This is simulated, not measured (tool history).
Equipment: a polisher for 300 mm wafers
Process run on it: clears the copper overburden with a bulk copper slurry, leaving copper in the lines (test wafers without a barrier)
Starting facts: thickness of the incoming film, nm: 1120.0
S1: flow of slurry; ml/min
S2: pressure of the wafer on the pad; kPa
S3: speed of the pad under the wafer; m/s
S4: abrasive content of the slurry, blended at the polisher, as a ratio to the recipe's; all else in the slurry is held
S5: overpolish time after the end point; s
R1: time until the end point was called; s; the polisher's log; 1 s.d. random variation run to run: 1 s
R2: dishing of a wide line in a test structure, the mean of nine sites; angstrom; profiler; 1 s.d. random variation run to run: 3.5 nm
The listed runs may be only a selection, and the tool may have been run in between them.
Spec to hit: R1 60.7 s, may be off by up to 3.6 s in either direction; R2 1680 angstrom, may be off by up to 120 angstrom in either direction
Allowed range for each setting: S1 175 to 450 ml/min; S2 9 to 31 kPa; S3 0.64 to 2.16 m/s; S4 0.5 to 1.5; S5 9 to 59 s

| run | day | S1 | S2 | S3 | S4 | S5 | R1 | R2 |
|---|---|---|---|---|---|---|---|---|
| 1 | 0 | 290 | 20 | 1.4 | 1 | 30 | 84.674 | 1363.6 |
| 2 | 0.033 | 255 | 20 | 1.4 | 1 | 30 | 83.073 | 1382.6 |
| 3 | 0.279 | 255 | 21.4 | 1.42 | 1 | 30 | 79.597 | 1408.3 |
| 4 | 0.496 | 255 | 23.4 | 1.44 | 1 | 31 | 71.836 | 1520.2 |
| 5 | 0.675 | 255 | 24.8 | 1.46 | 1 | 31 | 67.845 | 1572 |
| 6 | 0.725 | 255 | 24.8 | 1.46 | 1 | 41 | 66.602 | 1747.6 |
| 7 | 0.9 | 255 | 25.5 | 1.48 | 1 | 38 | 63.464 | 1694.8 |
| 8 | 1.079 | 255 | 25.5 | 1.48 | 1 | 38 | 63.216 | 1714.8 |
| 9 | 1.204 | 255 | 25.5 | 1.48 | 1 | 37 | 65.585 | 1726.5 |

4 next moves are on the table. One of them brings every result within its allowed miss. Which?
| A | 1.329 | 245 | 28.3 | 1.74 | 0.95 | 27 | ? | ? |
| B | 1.329 | 245 | 26.9 | 1.52 | 0.95 | 30 | ? | ? |
| C | 1.329 | 300 | 26.9 | 1.26 | 0.7 | 36 | ? | ? |
| D | 1.329 | 290 | 29 | 1.54 | 0.95 | 59 | ? | ? |

| move | R1 | R2 |
|---|---|---|
| A | 53.959 | 1739.3 |
| B | 62.38 | 1697.5 |
| C | 74.013 | 1703.3 |
| D | 56.409 | 1977.7 |
A: takes the result that was furthest off past its target
B: hits every target within its allowed miss
C: moves away from the targets compared with the last run
D: takes the result that was furthest off past its target
So the answer is move B, the one that meets all the targets.
